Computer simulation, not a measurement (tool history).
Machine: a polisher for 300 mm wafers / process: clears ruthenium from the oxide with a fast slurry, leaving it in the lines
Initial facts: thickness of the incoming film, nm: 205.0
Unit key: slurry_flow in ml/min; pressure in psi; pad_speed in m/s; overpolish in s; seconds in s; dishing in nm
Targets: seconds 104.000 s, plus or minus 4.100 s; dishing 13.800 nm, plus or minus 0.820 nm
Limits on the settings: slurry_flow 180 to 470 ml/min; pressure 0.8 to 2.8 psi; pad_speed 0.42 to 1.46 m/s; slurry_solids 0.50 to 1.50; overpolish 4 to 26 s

{"run": 1, "hour": 0.0, "slurry_flow": 300, "pressure": 1.8, "pad_speed": 0.94, "slurry_solids": 1.0, "overpolish": 13, "seconds": 114.62, "dishing": 19.513}
{"run": 2, "hour": 7.0, "slurry_flow": 300, "pressure": 1.8, "pad_speed": 0.94, "slurry_solids": 1.0, "overpolish": 12, "seconds": 118.42, "dishing": 17.986}
{"run": 3, "hour": 11.4, "slurry_flow": 300, "pressure": 1.9, "pad_speed": 0.94, "slurry_solids": 1.0, "overpolish": 11, "seconds": 110.2, "dishing": 17.534}
{"run": 4, "hour": 12.8, "slurry_flow": 300, "pressure": 1.9, "pad_speed": 0.94, "slurry_solids": 1.0, "overpolish": 14, "seconds": 110.07, "dishing": 21.575}
{"run": 5, "hour": 18.8, "slurry_flow": 300, "pressure": 1.9, "pad_speed": 0.94, "slurry_solids": 1.0, "overpolish": 12, "seconds": 111.94, "dishing": 18.411}
{"run": 6, "hour": 21.8, "slurry_flow": 365, "pressure": 1.9, "pad_speed": 0.94, "slurry_solids": 1.0, "overpolish": 12, "seconds": 107.2, "dishing": 19.078}
{"run": 7, "hour": 23.4, "slurry_flow": 370, "pressure": 1.9, "pad_speed": 0.94, "slurry_solids": 1.0, "overpolish": 11, "seconds": 107.37, "dishing": 17.89}
{"run": 8, "hour": 32.3, "slurry_flow": 375, "pressure": 1.9, "pad_speed": 0.94, "slurry_solids": 1.0, "overpolish": 10, "seconds": 107.47, "dishing": 16.867}
{"run": 9, "hour": 36.2, "slurry_flow": 375, "pressure": 1.9, "pad_speed": 0.94, "slurry_solids": 1.0, "overpolish": 9, "seconds": 108.9, "dishing": 15.062}
{"hour": 42.7, "done": "slurry blender recalibrated"}
{"run": 10, "hour": 42.7, "slurry_flow": 380, "pressure": 2.0, "pad_speed": 0.94, "slurry_solids": 1.0, "overpolish": 8, "seconds": 80.925, "dishing": 17.426}
{"run": 11, "hour": 49.8, "slurry_flow": 380, "pressure": 1.9, "pad_speed": 0.94, "slurry_solids": 1.0, "overpolish": 8, "seconds": 87.531, "dishing": 16.379}
{"run": 12, "hour": 54.9, "slurry_flow": 380, "pressure": 1.8, "pad_speed": 0.94, "slurry_solids": 1.0, "overpolish": 8, "seconds": 90.203, "dishing": 15.595}
{"run": 13, "hour": 61.2, "slurry_flow": 380, "pressure": 1.7, "pad_speed": 0.94, "slurry_solids": 1.0, "overpolish": 8, "seconds": 94.806, "dishing": 14.673}

Exactly one of the 5 candidate moves below puts every result within its allowed miss. Which one?
{"run": "A", "hour": 67.5, "slurry_flow": 315, "pressure": 1.9, "pad_speed": 0.98, "slurry_solids": 0.85, "overpolish": 6, "seconds": "?", "dishing": "?"}
{"run": "B", "hour": 67.5, "slurry_flow": 420, "pressure": 1.7, "pad_speed": 0.92, "slurry_solids": 0.9, "overpolish": 8, "seconds": "?", "dishing": "?"}
{"run": "C", "hour": 67.5, "slurry_flow": 370, "pressure": 1.9, "pad_speed": 1.02, "slurry_solids": 0.95, "overpolish": 7, "seconds": "?", "dishing": "?"}
{"run": "D", "hour": 67.5, "slurry_flow": 345, "pressure": 1.9, "pad_speed": 0.8, "slurry_solids": 1.1, "overpolish": 9, "seconds": "?", "dishing": "?"}
{"run": "E", "hour": 67.5, "slurry_flow": 425, "pressure": 1.6, "pad_speed": 1.08, "slurry_solids": 1.1, "overpolish": 7, "seconds": "?", "dishing": "?"}

move=A seconds=93.251 dishing=11.561
move=B seconds=104.090 dishing=13.697
move=C seconds=82.582 dishing=15.028
move=D seconds=96.937 dishing=16.374
move=E seconds=84.265 dishing=14.744
A: lands further from the targets than the last run did
B: in spec on every target
C: lands further from the targets than the last run did
D: lands further from the targets than the last run did
E: lands further from the targets than the last run did
So the answer is move B, the one that meets all the targets.

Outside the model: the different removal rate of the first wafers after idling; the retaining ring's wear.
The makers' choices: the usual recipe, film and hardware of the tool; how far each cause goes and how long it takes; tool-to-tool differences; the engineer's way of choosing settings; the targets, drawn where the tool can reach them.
